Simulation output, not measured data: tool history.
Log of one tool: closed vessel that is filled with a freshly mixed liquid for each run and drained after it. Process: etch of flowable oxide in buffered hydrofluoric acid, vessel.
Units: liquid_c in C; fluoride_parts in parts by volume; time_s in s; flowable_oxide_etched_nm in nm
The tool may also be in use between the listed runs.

run,hour,liquid_c,fluoride_parts,time_s,flowable_oxide_etched_nm
1,0,21,15,30,41.846
2,5.9,21,15,30,42.502
3,11.5,24,15,30,49.129
4,14,21,15,30,41.671
5,22.8,22,15,30,43.558
6,32,22,11.5,30,57.462

The next listed run, before its measurement:
7,34.3,21.5,11.5,30,?

flowable_oxide_etched_nm: 55.691 nm
